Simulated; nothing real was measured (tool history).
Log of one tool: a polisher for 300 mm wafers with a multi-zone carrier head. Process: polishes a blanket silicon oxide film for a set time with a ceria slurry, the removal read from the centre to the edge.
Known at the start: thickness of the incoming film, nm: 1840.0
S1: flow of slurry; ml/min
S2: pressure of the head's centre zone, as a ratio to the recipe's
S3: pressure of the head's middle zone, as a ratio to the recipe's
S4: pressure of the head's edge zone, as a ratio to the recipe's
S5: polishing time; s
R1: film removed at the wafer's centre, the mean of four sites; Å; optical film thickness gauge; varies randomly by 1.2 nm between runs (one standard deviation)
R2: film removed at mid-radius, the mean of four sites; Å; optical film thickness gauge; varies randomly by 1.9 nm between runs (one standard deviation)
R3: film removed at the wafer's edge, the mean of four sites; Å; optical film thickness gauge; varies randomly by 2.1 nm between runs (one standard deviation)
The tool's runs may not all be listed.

{"run": 1, "day": 0.0, "S1": 205, "S2": 1, "S3": 1, "S4": 1, "S5": 33, "R1": 1272.9, "R2": 1273.4, "R3": 1265.9}
{"run": 2, "day": 0.071, "S1": 205, "S2": 1, "S3": 1.03, "S4": 1, "S5": 33, "R1": 1272.4, "R2": 1329, "R3": 1248.7}
{"run": 3, "day": 0.296, "S1": 205, "S2": 1, "S3": 1.03, "S4": 1, "S5": 29, "R1": 1115.7, "R2": 1126.5, "R3": 1110.5}
{"run": 4, "day": 0.475, "S1": 215, "S2": 1.03, "S3": 1.02, "S4": 1.05, "S5": 33, "R1": 1335.1, "R2": 1305.1, "R3": 1296.6}
{"run": 5, "day": 0.496, "S1": 215, "S2": 1.03, "S3": 1.02, "S4": 1.01, "S5": 33, "R1": 1306.9, "R2": 1303.3, "R3": 1290.9}
{"run": 6, "day": 0.862, "S1": 240, "S2": 1.06, "S3": 1.04, "S4": 1.05, "S5": 35, "R1": 1474.3, "R2": 1428.5, "R3": 1385.1}
{"run": 7, "day": 1.221, "S1": 235, "S2": 1.06, "S3": 1.03, "S4": 1.08, "S5": 37, "R1": 1542.3, "R2": 1488.1, "R3": 1459.1}
{"run": 8, "day": 1.462, "S1": 240, "S2": 1.06, "S3": 1.02, "S4": 1.1, "S5": 39, "R1": 1644.1, "R2": 1537.4, "R3": 1565.9}
{"run": 9, "day": 1.758, "S1": 245, "S2": 1.06, "S3": 1.03, "S4": 1.12, "S5": 40, "R1": 1706.9, "R2": 1600.5, "R3": 1643.6}
{"run": 10, "day": 2.05, "S1": 255, "S2": 1.06, "S3": 1.05, "S4": 1.14, "S5": 40, "R1": 1695.2, "R2": 1621, "R3": 1662.3}
{"run": 11, "day": 2.296, "S1": 260, "S2": 1.07, "S3": 1.06, "S4": 1.15, "S5": 40, "R1": 1738.9, "R2": 1668.2, "R3": 1702.9}
{"run": 12, "day": 2.442, "S1": 270, "S2": 1.08, "S3": 1.07, "S4": 1.16, "S5": 40, "R1": 1729.3, "R2": 1702.7, "R3": 1685.4}

For run 13, what comes out?
{"run": 13, "day": 2.479, "S1": 270, "S2": 1.09, "S3": 1.07, "S4": 1.17, "S5": 40, "R1": "?", "R2": "?", "R3": "?"}

{"run 13": {"R1": 1753.1, "R2": 1708, "R3": 1715.9}}
